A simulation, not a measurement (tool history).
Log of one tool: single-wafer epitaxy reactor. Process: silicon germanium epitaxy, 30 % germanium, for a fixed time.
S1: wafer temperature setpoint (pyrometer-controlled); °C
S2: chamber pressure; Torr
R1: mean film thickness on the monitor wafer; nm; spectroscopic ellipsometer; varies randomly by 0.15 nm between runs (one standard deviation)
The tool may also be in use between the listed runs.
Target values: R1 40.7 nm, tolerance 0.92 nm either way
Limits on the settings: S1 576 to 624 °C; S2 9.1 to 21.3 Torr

run,hour,S1,S2,R1
1,0,600,15.2,52.436
2,6.3,597,15.1,50.463
3,7.1,594,15,47.909
4,12.9,594,17.2,49.601
5,17.3,592,17.1,48.038
6,22.3,592,15,46.376
7,26.8,590,15,44.901
8,33.9,589,15,44.227
9,39.3,588,15,43.26
10,46.3,588,15,43.381
11,49.8,587,15,42.781
12,57.5,586,15,41.897

Which one of the following 4 next-run settings gets every result inside its allowed miss? There is exactly one.
A,65.2,588,15.6,?
B,65.2,586,13.3,?
C,65.2,583,19.6,?
D,65.2,588,14.9,?

move,R1
A,43.876
B,40.625
C,43.171
D,43.314
A: its largest miss is bigger than the last run's
B: meets every target
C: its largest miss is bigger than the last run's
D: its largest miss is bigger than the last run's
The right move is B.

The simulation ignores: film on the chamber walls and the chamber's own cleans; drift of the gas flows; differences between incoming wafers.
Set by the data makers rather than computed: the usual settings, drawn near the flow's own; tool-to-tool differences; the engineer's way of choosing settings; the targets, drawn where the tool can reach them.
